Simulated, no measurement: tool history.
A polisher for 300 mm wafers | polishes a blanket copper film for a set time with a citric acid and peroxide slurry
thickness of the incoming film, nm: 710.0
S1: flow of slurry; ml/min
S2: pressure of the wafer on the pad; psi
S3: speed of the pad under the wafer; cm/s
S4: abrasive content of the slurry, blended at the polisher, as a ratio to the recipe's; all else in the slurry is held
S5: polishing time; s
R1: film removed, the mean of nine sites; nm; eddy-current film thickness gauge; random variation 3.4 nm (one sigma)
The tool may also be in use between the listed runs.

{"run": 1, "hour": 0.0, "S1": 145, "S2": 2.5, "S3": 116, "S4": 1.0, "S5": 83, "R1": 147.98}
{"run": 2, "hour": 8.4, "S1": 145, "S2": 2.5, "S3": 116, "S4": 1.1, "S5": 83, "R1": 149.09}
{"run": 3, "hour": 15.4, "S1": 145, "S2": 2.5, "S3": 116, "S4": 0.95, "S5": 83, "R1": 146.92}
{"run": 4, "hour": 19.1, "S1": 145, "S2": 2.8, "S3": 116, "S4": 0.95, "S5": 83, "R1": 155.46}
{"run": 5, "hour": 22.7, "S1": 145, "S2": 3.1, "S3": 116, "S4": 0.95, "S5": 83, "R1": 164.67}
{"run": 6, "hour": 30.1, "S1": 145, "S2": 3.3, "S3": 122, "S4": 0.95, "S5": 83, "R1": 180.56}
{"run": 7, "hour": 33.6, "S1": 145, "S2": 3.4, "S3": 126, "S4": 0.95, "S5": 83, "R1": 195.67}
{"run": 8, "hour": 34.2, "S1": 145, "S2": 3.5, "S3": 128, "S4": 0.95, "S5": 83, "R1": 202.55}
{"run": 9, "hour": 38.7, "S1": 145, "S2": 3.6, "S3": 130, "S4": 0.95, "S5": 83, "R1": 204.92}
{"run": 10, "hour": 46.2, "S1": 145, "S2": 3.7, "S3": 134, "S4": 0.95, "S5": 83, "R1": 218.08}
{"run": 11, "hour": 55.0, "S1": 145, "S2": 3.7, "S3": 136, "S4": 0.95, "S5": 83, "R1": 222.85}
{"run": 12, "hour": 58.0, "S1": 145, "S2": 3.7, "S3": 136, "S4": 0.95, "S5": 83, "R1": 229.04}

Forecast run 13:
{"run": 13, "hour": 65.2, "S1": 150, "S2": 3.8, "S3": 138, "S4": 0.95, "S5": 83, "R1": "?"}

R1: 237.03 nm
